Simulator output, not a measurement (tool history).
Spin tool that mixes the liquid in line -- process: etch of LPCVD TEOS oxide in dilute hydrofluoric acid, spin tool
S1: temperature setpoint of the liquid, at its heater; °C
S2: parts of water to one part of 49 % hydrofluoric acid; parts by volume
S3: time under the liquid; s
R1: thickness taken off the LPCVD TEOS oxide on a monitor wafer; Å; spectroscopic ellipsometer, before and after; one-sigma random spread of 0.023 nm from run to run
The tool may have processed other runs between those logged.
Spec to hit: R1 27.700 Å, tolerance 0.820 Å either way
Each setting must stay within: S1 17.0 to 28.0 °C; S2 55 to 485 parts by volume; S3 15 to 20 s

run  hour    S1   S2  S3      R1
  1   0.0  20.0  270  20  21.053
  2   4.9  22.0  270  20  22.597
  3   6.2  19.5  270  20  20.915
  4   9.4  22.0  265  20  23.292
  5  12.6  22.0  265  15  17.698
  6  16.3  22.0  230  15  20.791
  7  23.2  23.5  215  15  24.255
  8  28.6  26.5  215  15  26.938

Exercise: of the 4 proposed moves below, exactly one satisfies all targets within the stated allowed misses. Which move is it?
  A  34.0  28.0  230  15   ?
  B  34.0  27.5  230  15   ?
  C  34.0  26.0  205  15   ?
  D  34.0  27.5  225  15   ?

move      R1
   A  25.792
   B  25.349
   C  27.735
   D  26.058
A: lands further from the targets than the last run did
B: lands further from the targets than the last run did
C: in spec on every target
D: lands further from the targets than the last run did
C meets every target.
